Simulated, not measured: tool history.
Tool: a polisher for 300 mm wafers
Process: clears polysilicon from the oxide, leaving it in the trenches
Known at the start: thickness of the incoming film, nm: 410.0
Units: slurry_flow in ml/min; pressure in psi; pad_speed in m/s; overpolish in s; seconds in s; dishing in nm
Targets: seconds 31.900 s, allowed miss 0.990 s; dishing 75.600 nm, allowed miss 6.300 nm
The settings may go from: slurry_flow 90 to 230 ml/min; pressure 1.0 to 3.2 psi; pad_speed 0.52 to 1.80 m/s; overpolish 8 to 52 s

run,hour,slurry_flow,pressure,pad_speed,overpolish,seconds,dishing
1,0.0,150,2.1,1.16,26,36.814,74.338
2,1.4,155,2.1,1.16,26,36.685,76.141
3,7.8,155,1.7,1.16,26,42.927,72.564
4,10.8,160,1.8,1.16,25,41.066,71.528
5,17.6,160,1.3,1.16,25,52.658,71.035
6,19.7,165,1.5,1.16,26,47.501,71.844
7,25.8,165,1.7,1.16,26,41.872,74.964
8,30.9,175,1.8,1.16,23,40.972,72.359
9,33.9,175,1.9,1.16,23,38.672,75.881
10,42.4,195,2.3,1.20,10,31.901,63.131
11,47.4,170,2.2,1.22,23,33.155,74.312
12,48.0,175,2.2,1.22,23,33.113,77.469

5 next moves are on the table. One of them brings every result within its allowed miss. Which?
A,48.6,180,2.4,1.16,38,?,?
B,48.6,185,2.1,1.14,32,?,?
C,48.6,155,2.3,1.34,21,?,?
D,48.6,175,2.4,1.28,28,?,?
E,48.6,225,2.7,1.06,27,?,?

move,seconds,dishing
A,31.962,76.823
B,36.054,76.434
C,30.086,75.505
D,29.567,76.571
E,30.228,76.449
A: meets every target
B: further off than the last run
C: takes the result that was furthest off past its target
D: takes the result that was furthest off past its target
E: takes the result that was furthest off past its target
Move A is the one to make.
